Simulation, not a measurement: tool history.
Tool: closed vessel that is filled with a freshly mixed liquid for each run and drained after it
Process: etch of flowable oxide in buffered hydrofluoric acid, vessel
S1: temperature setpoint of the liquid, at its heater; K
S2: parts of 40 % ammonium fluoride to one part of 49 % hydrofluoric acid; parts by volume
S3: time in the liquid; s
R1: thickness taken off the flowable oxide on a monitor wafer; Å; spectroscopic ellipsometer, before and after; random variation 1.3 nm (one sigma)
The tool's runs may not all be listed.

run 1 day=0 | S1=293.15 S2=12 S3=85 | R1=2286
run 2 day=0.054 | S1=294.15 S2=12 S3=85 | R1=2399.5
run 3 day=0.092 | S1=296.15 S2=12 S3=85 | R1=2682.2
run 4 day=0.138 | S1=296.15 S2=12 S3=85 | R1=2687.7
run 5 day=0.408 | S1=296.15 S2=12 S3=85 | R1=2695.4
run 6 day=0.529 | S1=296.65 S2=12 S3=85 | R1=2771.9
run 7 day=0.608 | S1=297.15 S2=12 S3=85 | R1=2848.6

The next listed run, before its measurement:
run 8 day=0.796 | S1=297.15 S2=12 S3=85 | R1=?

Run 8 gave R1 2831.9 Å.
